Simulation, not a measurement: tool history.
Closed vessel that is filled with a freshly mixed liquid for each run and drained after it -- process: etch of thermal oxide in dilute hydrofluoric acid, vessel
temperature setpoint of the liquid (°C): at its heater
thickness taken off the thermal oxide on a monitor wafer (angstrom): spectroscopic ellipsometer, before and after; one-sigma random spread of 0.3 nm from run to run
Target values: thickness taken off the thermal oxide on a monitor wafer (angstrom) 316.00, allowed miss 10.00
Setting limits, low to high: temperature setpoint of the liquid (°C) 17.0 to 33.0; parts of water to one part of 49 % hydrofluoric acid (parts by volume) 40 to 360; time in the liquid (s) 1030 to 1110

run	hour	temperature setpoint of the liquid (°C)	parts of water to one part of 49 % hydrofluoric acid (parts by volume)	time in the liquid (s)	thickness taken off the thermal oxide on a monitor wafer (angstrom)
1	0.0	25.0	200	1030	221.65
2	3.3	25.0	245	1030	175.33
3	9.3	25.0	295	1030	137.68
4	13.5	26.5	270	1030	163.89
5	19.6	26.5	310	1030	136.52
6	28.1	26.5	310	1110	146.80
7	33.7	27.5	290	1110	163.88
8	35.4	28.5	265	1110	193.91
9	42.3	32.5	190	1110	330.88

Which one of the following 5 next-run settings gets every result inside its allowed miss? There is exactly one.
A	49.2	30.0	180	1070	?
B	49.2	32.5	175	1065	?
C	49.2	28.5	155	1030	?
D	49.2	32.0	180	1110	?
E	49.2	33.0	180	1065	?

move	thickness taken off the thermal oxide on a monitor wafer (angstrom)
A	313.19
B	351.96
C	342.44
D	348.26
E	345.74
A: all results land within tolerance of their targets
B: further off than the last run
C: further off than the last run
D: further off than the last run
E: further off than the last run
So the answer is move A, the one that meets all the targets.
